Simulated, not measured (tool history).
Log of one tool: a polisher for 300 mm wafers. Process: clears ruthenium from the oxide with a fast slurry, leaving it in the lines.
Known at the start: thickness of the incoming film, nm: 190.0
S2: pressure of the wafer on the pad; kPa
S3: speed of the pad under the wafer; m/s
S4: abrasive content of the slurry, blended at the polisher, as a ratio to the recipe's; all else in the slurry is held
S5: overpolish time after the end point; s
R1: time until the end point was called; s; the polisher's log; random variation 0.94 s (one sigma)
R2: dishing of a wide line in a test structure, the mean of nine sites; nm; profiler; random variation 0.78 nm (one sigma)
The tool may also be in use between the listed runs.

Run 1, hour 0.0: flow of slurry (ml/min) 315, S2 22.1 kPa, S3 1.22 m/s, S4 1.0, S5 9 s. Result: R1 30.527 s, R2 41.559 nm.
Run 2, hour 8.5: flow of slurry (ml/min) 315, S2 20.0 kPa, S3 1.18 m/s, S4 1.0, S5 10 s. Result: R1 35.408 s, R2 39.292 nm.
Run 3, hour 10.5: flow of slurry (ml/min) 275, S2 20.0 kPa, S3 1.18 m/s, S4 1.0, S5 10 s. Result: R1 35.453 s, R2 39.271 nm.
Run 4, hour 12.6: flow of slurry (ml/min) 275, S2 18.6 kPa, S3 1.16 m/s, S4 1.0, S5 11 s. Result: R1 38.316 s, R2 39.967 nm.
Run 5, hour 14.9: flow of slurry (ml/min) 275, S2 18.6 kPa, S3 1.16 m/s, S4 1.0, S5 14 s. Result: R1 38.840 s, R2 47.815 nm.
Run 6, hour 20.8: flow of slurry (ml/min) 275, S2 17.2 kPa, S3 1.14 m/s, S4 1.0, S5 14 s. Result: R1 42.382 s, R2 44.450 nm.
Run 7, hour 27.5: flow of slurry (ml/min) 275, S2 15.9 kPa, S3 1.12 m/s, S4 1.0, S5 14 s. Result: R1 48.125 s, R2 41.392 nm.

The next listed run, before its measurement:
Run 8, hour 31.4: flow of slurry (ml/min) 275, S2 10.3 kPa, S3 1.10 m/s, S4 1.0, S5 14 s. Result: R1 ?, R2 ?.

R1: 72.081 s
R2: 26.839 nm
